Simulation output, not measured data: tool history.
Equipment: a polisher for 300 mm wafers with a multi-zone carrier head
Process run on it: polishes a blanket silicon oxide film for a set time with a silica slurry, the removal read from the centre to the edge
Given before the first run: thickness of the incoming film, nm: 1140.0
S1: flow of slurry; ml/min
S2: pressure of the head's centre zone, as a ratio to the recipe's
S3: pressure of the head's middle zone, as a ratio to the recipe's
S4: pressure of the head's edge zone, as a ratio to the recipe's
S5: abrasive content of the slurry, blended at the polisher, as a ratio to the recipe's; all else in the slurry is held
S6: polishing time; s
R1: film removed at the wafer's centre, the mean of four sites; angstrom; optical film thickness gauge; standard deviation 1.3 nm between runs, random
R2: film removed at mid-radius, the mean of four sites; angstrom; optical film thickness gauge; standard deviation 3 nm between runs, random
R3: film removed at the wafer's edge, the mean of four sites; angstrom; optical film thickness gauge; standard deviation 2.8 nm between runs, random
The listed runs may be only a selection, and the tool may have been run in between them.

run  hour   S1    S2    S3    S4    S5  S6      R1      R2      R3
  1   0.0  185  1.00  1.00  1.00  1.00  44  2047.4  2040.0  1993.8
  2   1.7  205  1.00  1.00  1.00  1.00  44  2069.0  2027.8  2043.5
  3   5.5  205  1.00  1.00  1.00  1.00  37  1733.9  1730.2  1710.1
  4  11.1  215  0.98  1.03  1.04  1.05  37  1781.4  1853.7  1769.9
  5  16.5  220  0.94  1.02  1.07  1.10  37  1740.4  1843.2  1799.5
  6  23.8  215  0.91  1.02  1.09  1.20  37  1722.0  1870.8  1937.0
  7  25.2  220  0.91  1.04  1.09  1.25  37  1754.4  1975.8  2010.8
  8  33.3  225  0.91  1.05  1.09  1.25  37  1748.8  2007.0  1983.2

For run 9, what comes out?
  9  35.0  230  0.91  1.06  1.10  1.30  37   ?   ?   ?

R1: 1812.2 angstrom
R2: 2069.3 angstrom
R3: 2033.9 angstrom
